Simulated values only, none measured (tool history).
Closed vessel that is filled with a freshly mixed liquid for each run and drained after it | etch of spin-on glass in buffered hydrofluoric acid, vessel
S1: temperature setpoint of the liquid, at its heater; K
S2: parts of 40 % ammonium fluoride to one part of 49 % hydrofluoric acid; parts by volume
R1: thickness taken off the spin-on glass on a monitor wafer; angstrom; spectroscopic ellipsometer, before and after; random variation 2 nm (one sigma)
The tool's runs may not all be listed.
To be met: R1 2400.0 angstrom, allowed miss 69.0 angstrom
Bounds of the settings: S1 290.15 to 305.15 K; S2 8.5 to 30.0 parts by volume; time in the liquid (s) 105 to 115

run 1 day=0.000 | S1=298.15 S2=23.0 time_in_the_liquid_(s)=105 | R1=1460.0
run 2 day=0.304 | S1=298.15 S2=23.0 time_in_the_liquid_(s)=115 | R1=1612.4
run 3 day=0.533 | S1=298.15 S2=23.0 time_in_the_liquid_(s)=105 | R1=1477.5
run 4 day=0.783 | S1=298.15 S2=23.0 time_in_the_liquid_(s)=115 | R1=1626.6
run 5 day=0.900 | S1=294.65 S2=23.0 time_in_the_liquid_(s)=115 | R1=1343.7
run 6 day=1.217 | S1=295.65 S2=23.0 time_in_the_liquid_(s)=115 | R1=1397.8
run 7 day=1.292 | S1=296.65 S2=23.0 time_in_the_liquid_(s)=115 | R1=1495.2
run 8 day=1.392 | S1=297.65 S2=23.0 time_in_the_liquid_(s)=115 | R1=1560.2
run 9 day=1.750 | S1=298.65 S2=23.0 time_in_the_liquid_(s)=115 | R1=1671.9
run 10 day=2.104 | S1=299.15 S2=23.0 time_in_the_liquid_(s)=115 | R1=1718.8

5 next moves are on the table. One of them brings every result within its allowed miss. Which?
run A day=2.458 | S1=302.15 S2=18.5 time_in_the_liquid_(s)=115 | R1=?
run B day=2.458 | S1=299.15 S2=14.5 time_in_the_liquid_(s)=115 | R1=?
run C day=2.458 | S1=299.15 S2=14.0 time_in_the_liquid_(s)=115 | R1=?
run D day=2.458 | S1=300.15 S2=19.5 time_in_the_liquid_(s)=115 | R1=?
run E day=2.458 | S1=297.65 S2=16.0 time_in_the_liquid_(s)=115 | R1=?

move=A R1=2414.8
move=B R1=2613.2
move=C R1=2704.7
move=D R1=2060.7
move=E R1=2187.1
A: meets every target
B: takes the result that was furthest off past its target
C: takes the result that was furthest off past its target
D: nearer than the last run, and not there yet
E: nearer than the last run, and not there yet
Move A is the one to make.
